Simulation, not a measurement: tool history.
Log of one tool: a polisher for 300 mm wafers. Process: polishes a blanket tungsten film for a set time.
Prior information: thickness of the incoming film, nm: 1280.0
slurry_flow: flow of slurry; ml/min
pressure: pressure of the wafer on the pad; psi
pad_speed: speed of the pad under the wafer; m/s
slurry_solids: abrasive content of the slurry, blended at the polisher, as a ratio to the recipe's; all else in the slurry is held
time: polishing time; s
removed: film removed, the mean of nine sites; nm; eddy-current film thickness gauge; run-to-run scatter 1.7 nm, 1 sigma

run	hour	slurry_flow	pressure	pad_speed	slurry_solids	time	removed
1	0	165	3.7	1.02	1	27	112.49
2	4.5	165	3.7	1.02	1	24	101.14
3	5.2	165	3.7	1.22	1	24	112.6
4	7.3	185	3.7	1.22	1	24	115.7
5	13.8	185	4.1	1.22	1	24	125.66
6	15	185	4.1	1.22	1.1	24	129.72

Run 7, settings as shown, results not yet in. Your forecast:
7	21.2	185	4.4	1.22	1.1	24	?

removed: 137.76 nm
